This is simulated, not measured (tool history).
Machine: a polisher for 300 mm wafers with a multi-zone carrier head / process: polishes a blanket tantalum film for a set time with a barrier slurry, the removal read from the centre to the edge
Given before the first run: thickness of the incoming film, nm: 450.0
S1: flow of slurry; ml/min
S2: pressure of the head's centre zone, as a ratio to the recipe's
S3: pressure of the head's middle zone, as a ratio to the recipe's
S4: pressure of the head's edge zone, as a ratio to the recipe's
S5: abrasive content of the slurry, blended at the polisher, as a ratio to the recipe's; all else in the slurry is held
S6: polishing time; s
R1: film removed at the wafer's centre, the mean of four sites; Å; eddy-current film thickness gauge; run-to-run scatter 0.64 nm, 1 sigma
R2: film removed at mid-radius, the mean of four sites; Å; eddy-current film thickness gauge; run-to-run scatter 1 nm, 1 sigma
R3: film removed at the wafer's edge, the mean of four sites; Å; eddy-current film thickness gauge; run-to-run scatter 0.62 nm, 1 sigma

| run | day | S1 | S2 | S3 | S4 | S5 | S6 | R1 | R2 | R3 |
|---|---|---|---|---|---|---|---|---|---|---|
| 1 | 0 | 135 | 1 | 1 | 1 | 1 | 38 | 543.67 | 548.53 | 549.57 |
| 2 | 0.279 | 160 | 1 | 1 | 1 | 1 | 38 | 562.02 | 569.97 | 567.68 |
| 3 | 0.45 | 165 | 1.02 | 1 | 1.04 | 1.1 | 38 | 584.72 | 598.37 | 587.4 |
| 4 | 0.483 | 165 | 1.03 | 0.97 | 1.06 | 1.2 | 39 | 620.25 | 584.66 | 616.68 |
| 5 | 0.812 | 170 | 1.04 | 0.98 | 1.08 | 1.3 | 40 | 659.21 | 619.86 | 653.72 |
| 6 | 1.038 | 175 | 1.05 | 0.99 | 1.1 | 1.35 | 40 | 665.77 | 632.03 | 667.85 |
| 7 | 1.338 | 180 | 1.06 | 1 | 1.11 | 1.4 | 40 | 692.38 | 656.48 | 690.03 |

Run 8 is up next; what results do you expect?
| 8 | 1.508 | 185 | 1.07 | 1 | 1.12 | 1.4 | 40 | ? | ? | ? |

R1: 691.95 Å
R2: 662.29 Å
R3: 688.03 Å
